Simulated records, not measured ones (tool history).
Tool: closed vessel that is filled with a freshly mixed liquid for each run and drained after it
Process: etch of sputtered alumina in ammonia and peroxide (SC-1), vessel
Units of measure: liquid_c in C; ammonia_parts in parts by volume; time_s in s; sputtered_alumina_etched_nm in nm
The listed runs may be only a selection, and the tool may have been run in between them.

{"run": 1, "hour": 0.0, "liquid_c": 57.0, "ammonia_parts": 0.6, "time_s": 170, "sputtered_alumina_etched_nm": 21.082}
{"run": 2, "hour": 0.7, "liquid_c": 58.5, "ammonia_parts": 0.6, "time_s": 170, "sputtered_alumina_etched_nm": 22.593}
{"run": 3, "hour": 8.3, "liquid_c": 58.5, "ammonia_parts": 0.6, "time_s": 115, "sputtered_alumina_etched_nm": 15.354}
{"run": 4, "hour": 10.6, "liquid_c": 58.5, "ammonia_parts": 0.6, "time_s": 115, "sputtered_alumina_etched_nm": 15.44}
{"run": 5, "hour": 16.9, "liquid_c": 58.5, "ammonia_parts": 0.6, "time_s": 170, "sputtered_alumina_etched_nm": 22.662}
{"run": 6, "hour": 23.9, "liquid_c": 58.5, "ammonia_parts": 0.6, "time_s": 170, "sputtered_alumina_etched_nm": 22.852}

Forecast run 7:
{"run": 7, "hour": 26.6, "liquid_c": 60.0, "ammonia_parts": 0.6, "time_s": 170, "sputtered_alumina_etched_nm": "?"}

sputtered_alumina_etched_nm: 25.032 nm
